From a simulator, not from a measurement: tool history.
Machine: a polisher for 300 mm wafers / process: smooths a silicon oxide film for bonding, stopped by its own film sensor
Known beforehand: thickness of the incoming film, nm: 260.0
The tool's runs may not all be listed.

| run | hour | flow of slurry (ml/min) | pressure of the wafer on the pad (kPa) | speed of the pad under the wafer (cm/s) | abrasive content of the slurry | target thickness at which the film sensor stops the polish (angstrom) | time until the film sensor stopped the polish (s) |
|---|---|---|---|---|---|---|---|
| 1 | 0 | 170 | 13.8 | 112 | 1 | 1910 | 80.108 |
| 2 | 8.1 | 170 | 13.8 | 102 | 1 | 1910 | 84.547 |
| 3 | 9.2 | 185 | 13.8 | 102 | 1 | 1910 | 82.767 |
| 4 | 11.2 | 155 | 13.8 | 102 | 1 | 1910 | 84.251 |
| 5 | 18.2 | 155 | 13.8 | 102 | 1 | 1870 | 90.409 |
| 6 | 19.7 | 155 | 13.8 | 102 | 1.2 | 1870 | 83.446 |

Run 7, settings as shown, results not yet in. Your forecast:
| 7 | 22.4 | 155 | 9.7 | 90 | 1.2 | 1870 | ? |

{"run 7": {"time until the film sensor stopped the polish (s)": 117.08}}
